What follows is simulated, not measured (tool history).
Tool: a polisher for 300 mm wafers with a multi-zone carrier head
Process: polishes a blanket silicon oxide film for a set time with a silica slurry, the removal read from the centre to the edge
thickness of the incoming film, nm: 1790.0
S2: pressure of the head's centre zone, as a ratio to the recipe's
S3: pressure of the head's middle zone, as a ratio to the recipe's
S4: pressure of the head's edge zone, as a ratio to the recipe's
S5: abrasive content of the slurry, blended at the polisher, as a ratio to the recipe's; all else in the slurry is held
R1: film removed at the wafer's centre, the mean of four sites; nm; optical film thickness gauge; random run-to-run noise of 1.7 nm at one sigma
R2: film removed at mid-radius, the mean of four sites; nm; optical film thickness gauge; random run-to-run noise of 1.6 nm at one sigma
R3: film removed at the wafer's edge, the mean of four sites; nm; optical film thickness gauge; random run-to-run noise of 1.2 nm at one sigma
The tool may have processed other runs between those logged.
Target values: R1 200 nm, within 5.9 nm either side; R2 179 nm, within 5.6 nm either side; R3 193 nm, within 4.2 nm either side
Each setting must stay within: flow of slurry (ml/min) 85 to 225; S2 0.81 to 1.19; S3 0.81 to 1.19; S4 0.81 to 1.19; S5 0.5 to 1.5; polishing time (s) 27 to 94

Run 1, day 0: flow of slurry (ml/min) 145, S2 1, S3 1, S4 1, S5 1, polishing time (s) 60. Result: R1 168.19 nm, R2 163.52 nm, R3 166.52 nm.
Run 2, day 0.05: flow of slurry (ml/min) 145, S2 1, S3 1, S4 1, S5 0.8, polishing time (s) 60. Result: R1 155.28 nm, R2 153.55 nm, R3 151.9 nm.
Run 3, day 0.35: flow of slurry (ml/min) 150, S2 1.01, S3 1, S4 1.02, S5 0.8, polishing time (s) 60. Result: R1 159.49 nm, R2 153.81 nm, R3 154.87 nm.
Run 4, day 0.483: flow of slurry (ml/min) 155, S2 1.01, S3 1, S4 1.04, S5 0.8, polishing time (s) 60. Result: R1 158.46 nm, R2 156.38 nm, R3 156.17 nm.
Run 5, day 0.733: flow of slurry (ml/min) 125, S2 1.01, S3 1, S4 1.04, S5 0.8, polishing time (s) 60. Result: R1 152.61 nm, R2 150.07 nm, R3 150.04 nm.
Run 6, day 0.912: flow of slurry (ml/min) 135, S2 1.02, S3 1, S4 1.05, S5 0.8, polishing time (s) 60. Result: R1 156.57 nm, R2 150.89 nm, R3 153.26 nm.
Run 7, day 1.012: flow of slurry (ml/min) 145, S2 1.03, S3 1, S4 1.06, S5 0.8, polishing time (s) 60. Result: R1 160.67 nm, R2 150.78 nm, R3 154.77 nm.
Run 8, day 1.304: flow of slurry (ml/min) 150, S2 1.03, S3 1.01, S4 1.07, S5 0.85, polishing time (s) 60. Result: R1 165.05 nm, R2 155.45 nm, R3 160.17 nm.
Run 9, day 1.367: flow of slurry (ml/min) 155, S2 1.03, S3 1.02, S4 1.08, S5 0.85, polishing time (s) 60. Result: R1 165.1 nm, R2 161.82 nm, R3 161.77 nm.
Run 10, day 1.45: flow of slurry (ml/min) 155, S2 1.03, S3 1.02, S4 1.08, S5 0.85, polishing time (s) 60. Result: R1 166.03 nm, R2 159.65 nm, R3 161.71 nm.
Run 11, day 1.575: flow of slurry (ml/min) 160, S2 1.03, S3 1.02, S4 1.09, S5 0.85, polishing time (s) 60. Result: R1 165.34 nm, R2 160.45 nm, R3 161.97 nm.

Of the 5 settings listed for the next run, only one would bring every result within its allowed miss of target. Which one?
Run A, day 1.7: flow of slurry (ml/min) 115, S2 0.83, S3 0.87, S4 1.19, S5 0.9, polishing time (s) 66. Result: R1 ?, R2 ?, R3 ?.
Run B, day 1.7: flow of slurry (ml/min) 200, S2 1.04, S3 1.01, S4 1.06, S5 0.5, polishing time (s) 59. Result: R1 ?, R2 ?, R3 ?.
Run C, day 1.7: flow of slurry (ml/min) 130, S2 1.01, S3 1.02, S4 1.18, S5 0.8, polishing time (s) 68. Result: R1 ?, R2 ?, R3 ?.
Run D, day 1.7: flow of slurry (ml/min) 140, S2 0.81, S3 0.82, S4 1.19, S5 1, polishing time (s) 65. Result: R1 ?, R2 ?, R3 ?.
Run E, day 1.7: flow of slurry (ml/min) 170, S2 1.05, S3 0.96, S4 1.12, S5 1.05, polishing time (s) 65. Result: R1 ?, R2 ?, R3 ?.

move      R1      R2      R3
   A  139.26  148.78  183.51
   B  142.54  135.43  136.37
   C  173.13  172.37   183.8
   D  145.33  150.83  193.05
   E  199.73  180.63  195.67
A: misses by more than the last run did
B: misses by more than the last run did
C: moves toward the targets from the last run without getting all of them in spec
D: brings the result that was furthest off to its target, and leaves another outside
E: hits every target within its allowed miss
The right move is E.
